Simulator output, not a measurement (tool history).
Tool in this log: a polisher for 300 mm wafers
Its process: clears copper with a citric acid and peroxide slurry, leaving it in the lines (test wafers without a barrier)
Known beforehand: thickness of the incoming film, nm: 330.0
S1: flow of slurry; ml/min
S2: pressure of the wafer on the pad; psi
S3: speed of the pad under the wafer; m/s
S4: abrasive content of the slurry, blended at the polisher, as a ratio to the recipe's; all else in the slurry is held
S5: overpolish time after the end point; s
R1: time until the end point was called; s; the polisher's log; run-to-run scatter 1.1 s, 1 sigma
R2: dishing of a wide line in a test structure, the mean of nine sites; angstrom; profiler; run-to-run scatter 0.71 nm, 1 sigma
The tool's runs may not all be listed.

run 1 hour=0 | S1=145 S2=4.1 S3=1.24 S4=1 S5=23 | R1=93.184 R2=584.51
run 2 hour=7.9 | S1=175 S2=4.1 S3=1.24 S4=1 S5=23 | R1=93.334 R2=584.6
run 3 hour=15.3 | S1=175 S2=4.1 S3=1.24 S4=1.2 S5=23 | R1=86.166 R2=604.41
run 4 hour=19.5 | S1=175 S2=3.7 S3=1.24 S4=1.2 S5=23 | R1=94.496 R2=569.25
run 5 hour=27.4 | S1=175 S2=3.7 S3=1.06 S4=1.2 S5=23 | R1=111.7 R2=545.95
run 6 hour=31.4 | S1=175 S2=3.7 S3=1.06 S4=1.35 S5=23 | R1=109.69 R2=527.57

What will run 7 give?
run 7 hour=33.5 | S1=150 S2=3.5 S3=1.28 S4=1.4 S5=19 | R1=? R2=?

Run 7 gave R1 93.179 s, R2 514.77 angstrom.

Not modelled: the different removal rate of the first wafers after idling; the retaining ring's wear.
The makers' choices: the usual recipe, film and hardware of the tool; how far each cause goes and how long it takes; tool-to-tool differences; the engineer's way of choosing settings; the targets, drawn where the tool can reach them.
